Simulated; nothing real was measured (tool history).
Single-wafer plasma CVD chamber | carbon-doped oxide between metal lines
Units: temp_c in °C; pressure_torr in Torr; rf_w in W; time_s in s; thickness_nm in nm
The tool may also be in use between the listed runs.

run,hour,temp_c,pressure_torr,rf_w,time_s,thickness_nm
1,0,325,6.9,515,23.5,137.14
2,6.1,325,6.9,515,23.5,138.03
3,14.5,320,7.11,520,23.5,141.97
4,18.8,314,7.11,520,23.5,145.93
5,20.3,314,7.11,450,23.5,127.36
6,28.5,311,7.26,475,23.5,135.73
7,33.9,309,7.39,490,23.5,139.94
8,35,307,7.43,500,23.5,143.54

Run 9 comes next. What will it give?
9,43.8,306,7.47,505,23.5,?

{"run 9": {"thickness_nm": 145.74}}

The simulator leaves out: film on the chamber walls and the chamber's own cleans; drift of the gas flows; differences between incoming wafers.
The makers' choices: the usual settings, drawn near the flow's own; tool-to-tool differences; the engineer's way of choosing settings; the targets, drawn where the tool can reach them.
